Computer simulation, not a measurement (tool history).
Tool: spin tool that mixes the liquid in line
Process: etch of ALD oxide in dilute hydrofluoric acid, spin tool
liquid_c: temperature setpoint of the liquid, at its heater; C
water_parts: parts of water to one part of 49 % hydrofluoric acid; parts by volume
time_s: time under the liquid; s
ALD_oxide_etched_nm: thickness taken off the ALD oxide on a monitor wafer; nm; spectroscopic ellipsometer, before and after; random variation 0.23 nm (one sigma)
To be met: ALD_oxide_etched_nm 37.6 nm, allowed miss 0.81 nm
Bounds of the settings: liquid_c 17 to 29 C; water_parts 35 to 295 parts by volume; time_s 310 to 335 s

Run 1, day 0: liquid_c 21 C, water_parts 165 parts by volume, time_s 310 s. Result: ALD_oxide_etched_nm 55.686 nm.
Run 2, day 0.062: liquid_c 21 C, water_parts 120 parts by volume, time_s 310 s. Result: ALD_oxide_etched_nm 79.856 nm.
Run 3, day 0.179: liquid_c 20.5 C, water_parts 135 parts by volume, time_s 310 s. Result: ALD_oxide_etched_nm 68.577 nm.
Run 4, day 0.408: liquid_c 20.5 C, water_parts 90 parts by volume, time_s 310 s. Result: ALD_oxide_etched_nm 106.62 nm.
Run 5, day 0.771: liquid_c 20 C, water_parts 110 parts by volume, time_s 310 s. Result: ALD_oxide_etched_nm 84.433 nm.
Run 6, day 1.125: liquid_c 19.5 C, water_parts 125 parts by volume, time_s 310 s. Result: ALD_oxide_etched_nm 70.833 nm.
Run 7, day 1.317: liquid_c 19 C, water_parts 135 parts by volume, time_s 310 s. Result: ALD_oxide_etched_nm 64.232 nm.
Run 8, day 1.625: liquid_c 18.5 C, water_parts 145 parts by volume, time_s 310 s. Result: ALD_oxide_etched_nm 57.964 nm.
Run 9, day 1.746: liquid_c 18.5 C, water_parts 145 parts by volume, time_s 310 s. Result: ALD_oxide_etched_nm 58.358 nm.
Run 10, day 1.783: liquid_c 17 C, water_parts 210 parts by volume, time_s 310 s. Result: ALD_oxide_etched_nm 35.509 nm.
Run 11, day 2.062: liquid_c 17.5 C, water_parts 210 parts by volume, time_s 310 s. Result: ALD_oxide_etched_nm 36.167 nm.

Which of these 4 next moves meets every target?
Run A, day 2.342: liquid_c 17 C, water_parts 210 parts by volume, time_s 330 s. Result: ALD_oxide_etched_nm ?.
Run B, day 2.342: liquid_c 18 C, water_parts 225 parts by volume, time_s 325 s. Result: ALD_oxide_etched_nm ?.
Run C, day 2.342: liquid_c 17 C, water_parts 220 parts by volume, time_s 335 s. Result: ALD_oxide_etched_nm ?.
Run D, day 2.342: liquid_c 17 C, water_parts 220 parts by volume, time_s 325 s. Result: ALD_oxide_etched_nm ?.

move  ALD_oxide_etched_nm
   A               37.555
   B               35.417
   C               36.064
   D               34.988
A: meets every target
B: further off than the last run
C: further off than the last run
D: further off than the last run
The right move is A.
